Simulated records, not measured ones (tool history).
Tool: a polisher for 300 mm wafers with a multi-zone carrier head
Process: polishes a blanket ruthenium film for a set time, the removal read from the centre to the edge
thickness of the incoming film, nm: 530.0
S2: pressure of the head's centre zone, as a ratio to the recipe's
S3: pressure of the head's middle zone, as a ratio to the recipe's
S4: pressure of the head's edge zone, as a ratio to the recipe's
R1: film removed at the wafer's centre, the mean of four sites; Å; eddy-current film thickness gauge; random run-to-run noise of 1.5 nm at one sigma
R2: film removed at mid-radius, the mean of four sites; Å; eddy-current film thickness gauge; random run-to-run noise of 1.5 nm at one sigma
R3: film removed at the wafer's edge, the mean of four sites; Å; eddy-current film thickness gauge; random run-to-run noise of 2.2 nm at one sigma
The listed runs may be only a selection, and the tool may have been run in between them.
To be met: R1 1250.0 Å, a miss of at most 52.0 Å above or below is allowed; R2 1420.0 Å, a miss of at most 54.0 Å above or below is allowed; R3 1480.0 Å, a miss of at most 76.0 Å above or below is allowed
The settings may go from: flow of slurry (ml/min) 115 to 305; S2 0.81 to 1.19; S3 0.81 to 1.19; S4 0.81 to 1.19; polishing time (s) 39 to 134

{"run": 1, "hour": 0.0, "flow of slurry (ml/min)": 195, "S2": 1.0, "S3": 1.0, "S4": 1.0, "polishing time (s)": 86, "R1": 1821.8, "R2": 1842.1, "R3": 1848.2}
{"run": 2, "hour": 5.8, "flow of slurry (ml/min)": 195, "S2": 1.0, "S3": 1.0, "S4": 0.93, "polishing time (s)": 86, "R1": 1833.3, "R2": 1855.0, "R3": 1756.8}
{"run": 3, "hour": 7.7, "flow of slurry (ml/min)": 185, "S2": 0.94, "S3": 0.97, "S4": 0.93, "polishing time (s)": 82, "R1": 1632.5, "R2": 1723.8, "R3": 1742.2}
{"run": 4, "hour": 16.2, "flow of slurry (ml/min)": 185, "S2": 0.99, "S3": 0.97, "S4": 0.93, "polishing time (s)": 82, "R1": 1723.4, "R2": 1695.3, "R3": 1720.6}
{"run": 5, "hour": 21.5, "flow of slurry (ml/min)": 185, "S2": 0.99, "S3": 0.97, "S4": 0.93, "polishing time (s)": 74, "R1": 1514.4, "R2": 1554.5, "R3": 1555.8}
{"run": 6, "hour": 24.7, "flow of slurry (ml/min)": 180, "S2": 0.96, "S3": 0.96, "S4": 0.92, "polishing time (s)": 72, "R1": 1448.6, "R2": 1506.6, "R3": 1466.6}
{"run": 7, "hour": 31.5, "flow of slurry (ml/min)": 170, "S2": 0.92, "S3": 0.95, "S4": 0.93, "polishing time (s)": 72, "R1": 1342.0, "R2": 1457.7, "R3": 1484.2}
{"run": 8, "hour": 33.6, "flow of slurry (ml/min)": 160, "S2": 0.91, "S3": 0.95, "S4": 0.93, "polishing time (s)": 72, "R1": 1360.5, "R2": 1463.1, "R3": 1477.9}
{"run": 9, "hour": 41.7, "flow of slurry (ml/min)": 175, "S2": 0.82, "S3": 0.92, "S4": 0.96, "polishing time (s)": 70, "R1": 1189.2, "R2": 1402.0, "R3": 1495.1}

Exactly one of the 4 candidate moves below puts every result within its allowed miss. Which one?
{"run": "A", "hour": 49.8, "flow of slurry (ml/min)": 185, "S2": 0.87, "S3": 0.85, "S4": 0.83, "polishing time (s)": 77, "R1": "?", "R2": "?", "R3": "?"}
{"run": "B", "hour": 49.8, "flow of slurry (ml/min)": 160, "S2": 0.83, "S3": 0.88, "S4": 1.07, "polishing time (s)": 68, "R1": "?", "R2": "?", "R3": "?"}
{"run": "C", "hour": 49.8, "flow of slurry (ml/min)": 115, "S2": 0.85, "S3": 0.89, "S4": 0.87, "polishing time (s)": 81, "R1": "?", "R2": "?", "R3": "?"}
{"run": "D", "hour": 49.8, "flow of slurry (ml/min)": 190, "S2": 0.81, "S3": 0.94, "S4": 1.01, "polishing time (s)": 68, "R1": "?", "R2": "?", "R3": "?"}

move=A R1=1433.4 R2=1510.6 R3=1530.0
move=B R1=1170.9 R2=1329.9 R3=1491.9
move=C R1=1299.1 R2=1469.4 R3=1519.1
move=D R1=1184.5 R2=1439.2 R3=1483.1
A: takes the biggest miss from the last run beyond its target
B: the biggest miss grows against the last run
C: each result inside its tolerance
D: the biggest miss grows against the last run
Go with C: it meets all targets.
